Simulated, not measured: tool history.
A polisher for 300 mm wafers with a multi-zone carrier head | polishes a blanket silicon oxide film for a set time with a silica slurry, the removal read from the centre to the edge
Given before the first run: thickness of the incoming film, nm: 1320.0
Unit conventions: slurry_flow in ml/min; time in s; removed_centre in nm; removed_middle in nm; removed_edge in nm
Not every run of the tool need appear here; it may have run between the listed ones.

run	hour	slurry_flow	centre_zone	middle_zone	edge_zone	slurry_solids	time	removed_centre	removed_middle	removed_edge
1	0	310	1	1	1	1	72	251.94	252.32	256.56
2	5.8	310	1	1.04	1	1	72	250.51	262.04	258.61
3	9.3	310	1.05	1.04	1	1	72	262.1	263.29	258.17
4	16	310	1.05	1.04	1	1	65	239.9	238.28	227.21
5	19.6	310	1.05	0.99	1	1	65	246.02	226.67	235.2
6	20.2	265	1.05	0.99	1	1	65	232.85	221.22	236.98
7	26.5	260	1.06	1.02	1.01	1.1	68	260.83	250.63	262.9
8	32.1	260	1.06	1.05	1.02	1.2	69	277.28	279.46	268.8
# hour 33.9: edge zone pressure recalibrated
9	33.9	260	0.98	1.02	1.12	1.45	82	331.36	344.27	350.81

What will run 10 give?
10	36.8	260	0.98	1.02	1.12	1.45	82	?	?	?

removed_centre: 336 nm
removed_middle: 351.56 nm
removed_edge: 355.25 nm
